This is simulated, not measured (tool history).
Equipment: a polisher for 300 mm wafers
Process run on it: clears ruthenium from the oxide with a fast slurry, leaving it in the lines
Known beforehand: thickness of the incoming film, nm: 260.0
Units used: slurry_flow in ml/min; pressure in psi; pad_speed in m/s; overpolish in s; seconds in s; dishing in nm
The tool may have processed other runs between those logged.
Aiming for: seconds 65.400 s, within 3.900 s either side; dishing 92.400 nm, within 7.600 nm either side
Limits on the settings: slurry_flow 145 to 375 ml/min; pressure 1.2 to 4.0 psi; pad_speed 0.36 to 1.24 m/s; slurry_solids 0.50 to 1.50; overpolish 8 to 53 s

run  hour  slurry_flow  pressure  pad_speed  slurry_solids  overpolish  seconds  dishing
  1   0.0          240       2.6       0.80           1.00          27   95.665   56.996
  2   2.0          290       2.6       0.80           1.00          27   92.681   59.137
  3   8.5          290       2.7       0.80           1.00          28   92.291   61.676
  4  11.8          290       2.8       0.80           1.00          28   85.953   64.089
  5  16.7          290       2.8       0.80           1.00          34   88.391   77.782
  6  20.0          290       2.9       0.80           1.00          34   84.985   77.956
  7  21.3          290       3.0       0.80           1.00          34   80.797   82.309
  8  27.9          290       3.3       0.80           1.00          33   73.808   81.238

Next run, 5 choices. One meets every target within its allowed miss, the rest don't. Which?
  A  34.5          315       3.2       0.56           1.10          48        ?        ?
  B  34.5          320       3.3       0.90           1.05          33        ?        ?
  C  34.5          225       4.0       0.78           0.95          28        ?        ?
  D  34.5          270       3.3       1.12           0.80          45        ?        ?
  E  34.5          285       2.7       0.86           1.00          37        ?        ?

move  seconds  dishing
   A   93.338   93.040
   B   66.065   91.228
   C   66.829   80.624
   D   66.565  110.540
   E   86.267   81.999
A: misses by more than the last run did
B: meets every target
C: brings the last run's worst result on target, with another outside its allowed miss
D: brings the last run's worst result on target, with another outside its allowed miss
E: misses by more than the last run did
Go with B: it meets all targets.

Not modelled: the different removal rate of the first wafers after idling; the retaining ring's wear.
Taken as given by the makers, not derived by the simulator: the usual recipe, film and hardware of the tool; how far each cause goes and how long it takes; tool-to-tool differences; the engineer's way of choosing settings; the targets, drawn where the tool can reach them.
